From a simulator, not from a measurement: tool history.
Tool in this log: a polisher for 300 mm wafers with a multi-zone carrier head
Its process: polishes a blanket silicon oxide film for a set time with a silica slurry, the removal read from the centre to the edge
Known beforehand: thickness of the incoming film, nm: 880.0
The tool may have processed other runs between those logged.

run	day	flow of slurry (ml/min)	pressure of the head's centre zone	pressure of the head's middle zone	pressure of the head's edge zone	abrasive content of the slurry	polishing time (s)	film removed at the wafer's centre (angstrom)	film removed at mid-radius (angstrom)	film removed at the wafer's edge (angstrom)
1	0	315	1	1	1	1	79	2349.9	2291	2266.1
2	0.1	315	0.99	1.02	1.02	1.1	79	2409.5	2494.5	2401.9
3	0.321	315	0.99	1.02	1.02	1.25	79	2599.5	2592.5	2587.2
4	0.483	315	0.99	1.02	0.94	1.25	79	2579.4	2631.8	2489.7
5	0.646	315	0.99	1.04	0.97	1.3	79	2602.2	2718	2514
6	0.825	315	0.99	1.04	0.97	1.3	68	2247.8	2309.5	2157.5
7	1.158	315	0.98	1.05	0.99	1.35	71	2361	2436	2346.6
8	1.188	315	0.98	1.07	1.01	1.4	73	2466.4	2534.6	2433.5

The next listed run, before its measurement:
9	1.558	315	0.97	1.07	1.01	1.4	76	?	?	?

For run 9 the tool returned film removed at the wafer's centre (angstrom) 2497, film removed at mid-radius (angstrom) 2729.7, film removed at the wafer's edge (angstrom) 2614.6.
